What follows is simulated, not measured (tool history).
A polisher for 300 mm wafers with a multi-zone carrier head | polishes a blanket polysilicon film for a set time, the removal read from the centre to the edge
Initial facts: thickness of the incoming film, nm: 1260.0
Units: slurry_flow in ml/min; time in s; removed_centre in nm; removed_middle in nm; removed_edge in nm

run 1 day=0 | slurry_flow=230 centre_zone=1 middle_zone=1 edge_zone=1 time=44 | removed_centre=461.57 removed_middle=460.38 removed_edge=467.77
run 2 day=0.021 | slurry_flow=230 centre_zone=1 middle_zone=1.07 edge_zone=1 time=44 | removed_centre=461.78 removed_middle=486.04 removed_edge=470.62
run 3 day=0.075 | slurry_flow=200 centre_zone=1 middle_zone=1.07 edge_zone=1 time=44 | removed_centre=458.17 removed_middle=486.43 removed_edge=459.82
run 4 day=0.258 | slurry_flow=200 centre_zone=1 middle_zone=1.07 edge_zone=1 time=53 | removed_centre=551.79 removed_middle=574.13 removed_edge=547.25
run 5 day=0.517 | slurry_flow=200 centre_zone=1 middle_zone=1.07 edge_zone=1 time=58 | removed_centre=598.7 removed_middle=624.18 removed_edge=605.23
run 6 day=0.767 | slurry_flow=195 centre_zone=0.96 middle_zone=1.06 edge_zone=0.99 time=53 | removed_centre=534.05 removed_middle=559.07 removed_edge=537.14
run 7 day=0.862 | slurry_flow=205 centre_zone=0.93 middle_zone=1.08 edge_zone=1.02 time=49 | removed_centre=478.95 removed_middle=529.04 removed_edge=515.38

What does the tool deliver on the next run?
run 8 day=1.167 | slurry_flow=205 centre_zone=0.9 middle_zone=1.09 edge_zone=1.02 time=46 | removed_centre=? removed_middle=? removed_edge=?

{"run 8": {"removed_centre": 445.04, "removed_middle": 514.71, "removed_edge": 493.51}}

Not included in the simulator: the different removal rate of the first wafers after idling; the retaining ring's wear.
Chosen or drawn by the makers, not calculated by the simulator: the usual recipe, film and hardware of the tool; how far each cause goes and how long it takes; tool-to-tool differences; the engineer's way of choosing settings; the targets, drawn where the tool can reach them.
